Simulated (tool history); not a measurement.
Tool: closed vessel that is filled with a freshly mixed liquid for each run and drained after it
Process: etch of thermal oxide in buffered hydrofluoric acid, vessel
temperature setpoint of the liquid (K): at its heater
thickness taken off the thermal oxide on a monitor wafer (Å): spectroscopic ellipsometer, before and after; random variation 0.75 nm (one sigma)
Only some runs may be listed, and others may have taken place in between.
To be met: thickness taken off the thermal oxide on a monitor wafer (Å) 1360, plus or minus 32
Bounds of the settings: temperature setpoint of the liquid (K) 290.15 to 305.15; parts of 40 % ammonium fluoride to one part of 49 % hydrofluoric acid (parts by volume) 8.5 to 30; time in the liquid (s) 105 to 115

run,hour,temperature setpoint of the liquid (K),parts of 40 % ammonium fluoride to one part of 49 % hydrofluoric acid (parts by volume),time in the liquid (s),thickness taken off the thermal oxide on a monitor wafer (Å)
1,0,297.15,23,105,604.17
2,8.8,299.65,23,105,693.51
3,12.7,300.15,21.5,105,733.54
4,16.9,300.65,20,105,791.94
5,23.1,300.65,22.5,105,738.75
6,26,300.65,22.5,115,809.39
7,30.1,301.15,21,115,873.02
8,37.7,301.65,20,115,917.46
9,41.4,302.15,19,115,996.03
10,49.5,302.65,18.5,115,1047.5
11,54.1,303.15,18,115,1107.4
12,58.9,303.65,17.5,115,1172.8
13,65.5,304.65,16.5,115,1291.4

Next run, 4 choices. One meets every target within its allowed miss, the rest don't. Which?
A,72.1,301.15,13,105,?
B,72.1,305.15,18.5,115,?
C,72.1,304.65,15,110,?
D,72.1,304.15,16.5,115,?

move,thickness taken off the thermal oxide on a monitor wafer (Å)
A,1250.4
B,1196
C,1369
D,1270
A: moves away from the targets compared with the last run
B: moves away from the targets compared with the last run
C: each result inside its tolerance
D: moves away from the targets compared with the last run
Answer: C
